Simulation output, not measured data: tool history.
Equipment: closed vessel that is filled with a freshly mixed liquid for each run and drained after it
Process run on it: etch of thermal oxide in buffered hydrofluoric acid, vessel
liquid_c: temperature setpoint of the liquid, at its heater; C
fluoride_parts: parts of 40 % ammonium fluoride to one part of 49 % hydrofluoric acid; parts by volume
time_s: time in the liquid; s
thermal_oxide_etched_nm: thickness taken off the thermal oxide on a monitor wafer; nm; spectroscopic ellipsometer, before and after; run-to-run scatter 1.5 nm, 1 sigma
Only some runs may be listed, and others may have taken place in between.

run  hour  liquid_c  fluoride_parts  time_s  thermal_oxide_etched_nm
  1     0        21              19     105                   55.702
  2   5.5      23.5              15     105                   81.918
  3   8.9        25              13     105                   102.75
  4  12.6        26              12     105                   115.71
  5  17.7        27            11.5     105                   126.33
  6  26.3      27.5              11     105                   137.79

Expected results for the next run?
  7  29.9        28              11     105                        ?

{"run 7": {"thermal_oxide_etched_nm": 139.24}}
